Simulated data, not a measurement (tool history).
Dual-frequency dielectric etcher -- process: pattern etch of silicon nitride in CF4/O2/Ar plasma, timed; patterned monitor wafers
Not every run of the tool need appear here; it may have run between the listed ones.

| run | hour | source power (W) | bias power (W) | Ar flow (sccm) | CF4 flow (sccm) | etch time (s) | mean etch depth across the wafer (angstrom) |
|---|---|---|---|---|---|---|---|
| 1 | 0.0 | 740 | 50 | 121 | 112 | 691.0 | 20553 |
| 2 | 3.6 | 740 | 50 | 113 | 112 | 691.0 | 20832 |
| 3 | 12.5 | 740 | 50 | 128 | 112 | 691.0 | 20439 |
| 4 | 19.9 | 680 | 50 | 128 | 112 | 691.0 | 19260 |
| 5 | 22.4 | 680 | 50 | 128 | 112 | 691.0 | 19243 |
| 6 | 29.3 | 630 | 50 | 128 | 112 | 691.0 | 18216 |

Run 7 comes next. What will it give?
| 7 | 33.2 | 590 | 50 | 128 | 112 | 691.0 | ? |

mean etch depth across the wafer (angstrom): 17296
